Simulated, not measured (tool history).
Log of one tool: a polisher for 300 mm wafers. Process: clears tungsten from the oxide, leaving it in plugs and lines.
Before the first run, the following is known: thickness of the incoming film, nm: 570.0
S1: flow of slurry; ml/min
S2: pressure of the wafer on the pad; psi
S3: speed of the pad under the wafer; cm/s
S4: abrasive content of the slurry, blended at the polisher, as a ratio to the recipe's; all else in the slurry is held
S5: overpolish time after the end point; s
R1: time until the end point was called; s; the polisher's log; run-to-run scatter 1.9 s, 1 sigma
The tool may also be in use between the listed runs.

run  hour   S1   S2   S3   S4  S5       R1
  1   0.0  255  4.7  116  1.0   4   82.697
  2   1.9  255  4.7  116  0.8   4   88.111
  3   5.8  255  4.7  116  0.7   4   95.862
  4   7.9  255  4.2  116  0.7   4  106.020
  5  14.3  255  3.8  116  0.7   4  117.370
     15.0  -- slurry nozzle cleaned
  6  15.0  255  3.5  116  0.7   4  123.530
  7  15.9  255  3.2  116  0.7   4  131.370
  8  20.9  255  3.0  116  0.7   4  143.450

Run 9 comes next. What will it give?
  9  29.6  255  2.9  116  0.7   4   ?

{"run 9": {"R1": 144.65}}
